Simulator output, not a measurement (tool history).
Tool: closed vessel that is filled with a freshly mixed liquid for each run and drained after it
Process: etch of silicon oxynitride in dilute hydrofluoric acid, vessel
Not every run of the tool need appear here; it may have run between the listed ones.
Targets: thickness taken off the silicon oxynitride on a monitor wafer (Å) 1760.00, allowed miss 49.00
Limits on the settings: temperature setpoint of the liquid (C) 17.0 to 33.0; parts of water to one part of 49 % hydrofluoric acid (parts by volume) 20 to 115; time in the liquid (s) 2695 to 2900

run	hour	temperature setpoint of the liquid (C)	parts of water to one part of 49 % hydrofluoric acid (parts by volume)	time in the liquid (s)	thickness taken off the silicon oxynitride on a monitor wafer (Å)
1	0.0	25.0	65	2695	619.49
2	7.7	26.0	60	2695	707.69
3	13.6	26.0	60	2900	764.59
4	18.8	26.0	60	2695	700.73
5	26.6	27.0	55	2700	815.48
6	32.2	23.5	55	2700	683.20
7	37.4	25.0	50	2700	812.34
8	43.9	26.0	45	2700	960.49
9	47.4	27.0	45	2700	1001.10
10	50.9	28.0	45	2700	1053.40
11	59.6	28.5	45	2700	1082.10
12	65.8	28.5	45	2700	1078.00
13	72.2	32.5	25	2710	2382.60
14	75.0	32.0	25	2710	2338.70
15	78.3	31.5	25	2710	2292.70

Which one of the following 5 next-run settings gets every result inside its allowed miss? There is exactly one.
A	81.6	31.5	35	2775	?
B	81.6	31.5	20	2845	?
C	81.6	32.5	35	2785	?
D	81.6	30.5	30	2845	?
E	81.6	31.0	35	2900	?

move	thickness taken off the silicon oxynitride on a monitor wafer (Å)
A	1654.80
B	3007.50
C	1739.80
D	1897.60
E	1689.40
A: takes the biggest miss from the last run beyond its target
B: misses by more than the last run did
C: every result within its allowed miss
D: closes in on the targets versus the last run, not all within tolerance yet
E: takes the biggest miss from the last run beyond its target
So the answer is move C, the one that meets all the targets.
